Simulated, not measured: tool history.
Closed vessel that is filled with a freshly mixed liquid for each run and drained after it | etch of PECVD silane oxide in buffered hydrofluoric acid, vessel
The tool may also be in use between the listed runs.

| run | hour | temperature setpoint of the liquid (C) | parts of 40 % ammonium fluoride to one part of 49 % hydrofluoric acid (parts by volume) | time in the liquid (s) | thickness taken off the PECVD silane oxide on a monitor wafer (nm) |
|---|---|---|---|---|---|
| 1 | 0.0 | 22.0 | 12.0 | 105 | 135.01 |
| 2 | 1.1 | 23.5 | 12.0 | 105 | 145.85 |
| 3 | 10.3 | 23.5 | 9.5 | 105 | 180.21 |
| 4 | 15.6 | 24.5 | 9.5 | 105 | 190.63 |
| 5 | 23.3 | 24.5 | 9.5 | 105 | 190.48 |
| 6 | 27.4 | 24.5 | 7.0 | 105 | 258.56 |
| 7 | 30.7 | 24.0 | 7.0 | 105 | 254.18 |
| 8 | 31.7 | 23.5 | 7.0 | 105 | 246.46 |

Run 9, settings as shown, results not yet in. Your forecast:
| 9 | 37.5 | 23.0 | 7.0 | 105 | ? |

thickness taken off the PECVD silane oxide on a monitor wafer (nm): 239.46

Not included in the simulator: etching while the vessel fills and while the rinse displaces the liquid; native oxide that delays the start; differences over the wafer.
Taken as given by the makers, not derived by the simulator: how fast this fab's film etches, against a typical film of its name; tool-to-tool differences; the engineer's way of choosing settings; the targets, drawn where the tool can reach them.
